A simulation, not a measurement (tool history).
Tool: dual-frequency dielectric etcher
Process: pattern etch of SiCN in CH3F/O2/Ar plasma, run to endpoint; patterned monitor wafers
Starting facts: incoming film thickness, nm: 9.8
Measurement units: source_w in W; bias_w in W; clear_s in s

run,hour,source_w,bias_w,clear_s
1,0,450,67,26.15
2,2.5,450,57,28.921
3,7.9,500,57,28.069
4,14.2,420,57,30.269
5,16.6,400,56,30.764
6,20.9,380,55,31.48
7,24.9,360,54,31.771
8,32.8,350,52,33.657
9,39.1,340,52,33.378
10,44.9,330,52,34.032
11,46.8,320,52,34.461

Forecast run 12:
12,48.1,310,52,?

clear_s: 34.602 s

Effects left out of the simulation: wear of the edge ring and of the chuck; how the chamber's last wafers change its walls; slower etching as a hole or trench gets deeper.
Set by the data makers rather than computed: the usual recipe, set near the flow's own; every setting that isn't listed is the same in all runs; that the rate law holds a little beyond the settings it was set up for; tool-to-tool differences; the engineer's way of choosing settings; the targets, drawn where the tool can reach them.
